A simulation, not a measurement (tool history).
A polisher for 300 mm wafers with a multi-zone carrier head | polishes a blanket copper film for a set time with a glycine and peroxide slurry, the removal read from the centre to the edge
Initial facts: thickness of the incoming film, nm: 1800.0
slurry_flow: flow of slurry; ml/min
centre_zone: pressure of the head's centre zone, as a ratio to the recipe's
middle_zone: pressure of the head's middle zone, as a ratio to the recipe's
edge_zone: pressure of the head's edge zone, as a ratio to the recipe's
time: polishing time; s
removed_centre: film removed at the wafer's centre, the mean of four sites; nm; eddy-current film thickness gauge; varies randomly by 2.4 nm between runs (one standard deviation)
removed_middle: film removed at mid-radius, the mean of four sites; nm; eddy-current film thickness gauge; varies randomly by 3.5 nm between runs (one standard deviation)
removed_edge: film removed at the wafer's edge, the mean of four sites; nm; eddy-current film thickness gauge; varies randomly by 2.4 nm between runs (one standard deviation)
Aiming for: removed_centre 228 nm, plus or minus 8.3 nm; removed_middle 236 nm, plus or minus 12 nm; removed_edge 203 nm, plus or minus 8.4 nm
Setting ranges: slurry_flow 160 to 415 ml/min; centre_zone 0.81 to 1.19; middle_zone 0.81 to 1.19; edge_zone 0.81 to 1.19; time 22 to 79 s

| run | hour | slurry_flow | centre_zone | middle_zone | edge_zone | time | removed_centre | removed_middle | removed_edge |
|---|---|---|---|---|---|---|---|---|---|
| 1 | 0 | 265 | 1 | 1 | 1 | 50 | 273.83 | 273.36 | 267.46 |
| 2 | 4.8 | 265 | 1 | 1.02 | 0.95 | 47 | 254.39 | 258.82 | 244.86 |
| 3 | 12.4 | 265 | 1.06 | 1.02 | 0.95 | 47 | 274.13 | 249.37 | 248.38 |
| 4 | 18.2 | 270 | 1.05 | 1.05 | 0.91 | 45 | 259.69 | 257.69 | 235.93 |
| 5 | 20.9 | 270 | 1.05 | 1.13 | 0.91 | 45 | 256.43 | 262.17 | 231.52 |
| 6 | 22.7 | 265 | 1.05 | 1.13 | 0.89 | 43 | 246.66 | 256.08 | 220.87 |
| 7 | 28.3 | 265 | 1.05 | 1.13 | 0.89 | 43 | 247.41 | 251.76 | 219.16 |
| 8 | 34.6 | 255 | 1.04 | 1.12 | 0.88 | 42 | 238.33 | 249.27 | 213.55 |

Exercise: of the 4 proposed moves below, exactly one satisfies all targets within the stated allowed misses. Which move is it?
| A | 40.9 | 265 | 1.01 | 1.1 | 0.82 | 41 | ? | ? | ? |
| B | 40.9 | 290 | 0.94 | 1.09 | 0.96 | 42 | ? | ? | ? |
| C | 40.9 | 295 | 1.15 | 1.16 | 0.91 | 40 | ? | ? | ? |
| D | 40.9 | 250 | 0.98 | 1.08 | 0.94 | 43 | ? | ? | ? |

| move | removed_centre | removed_middle | removed_edge |
|---|---|---|---|
| A | 220.79 | 237.64 | 201.24 |
| B | 212.78 | 244.34 | 220.82 |
| C | 248.9 | 244.03 | 206.01 |
| D | 222.79 | 244.06 | 221.23 |
A: all results in spec
B: further off than the last run
C: the furthest-off result lands on target, but another misses its tolerance
D: further off than the last run
Answer: A
